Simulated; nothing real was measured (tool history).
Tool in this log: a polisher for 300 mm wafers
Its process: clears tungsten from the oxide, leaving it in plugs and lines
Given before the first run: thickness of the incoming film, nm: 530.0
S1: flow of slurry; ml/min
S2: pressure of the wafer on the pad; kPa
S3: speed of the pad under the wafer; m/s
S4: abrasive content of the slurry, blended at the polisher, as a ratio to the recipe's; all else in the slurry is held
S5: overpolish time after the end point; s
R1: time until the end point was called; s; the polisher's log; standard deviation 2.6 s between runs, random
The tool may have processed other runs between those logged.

Run 1, hour 0: S1 310 ml/min, S2 24.1 kPa, S3 0.98 m/s, S4 1, S5 24 s. Result: R1 146.21 s.
Run 2, hour 2: S1 310 ml/min, S2 24.1 kPa, S3 1.08 m/s, S4 1, S5 24 s. Result: R1 136.69 s.
Run 3, hour 5.4: S1 245 ml/min, S2 24.1 kPa, S3 1.08 m/s, S4 1, S5 24 s. Result: R1 135.51 s.
Run 4, hour 14.1: S1 245 ml/min, S2 24.1 kPa, S3 1.08 m/s, S4 1, S5 24 s. Result: R1 133.79 s.
At hour 17.1: worn pad replaced by a new one.
Run 5, hour 17.1: S1 245 ml/min, S2 24.1 kPa, S3 1.08 m/s, S4 1, S5 26 s. Result: R1 127.07 s.
Run 6, hour 22.6: S1 245 ml/min, S2 24.1 kPa, S3 1.24 m/s, S4 1, S5 26 s. Result: R1 114.43 s.

Forecast run 7:
Run 7, hour 29.8: S1 245 ml/min, S2 20 kPa, S3 1.18 m/s, S4 1, S5 26 s. Result: R1 ?.

{"run 7": {"R1": 144.35}}
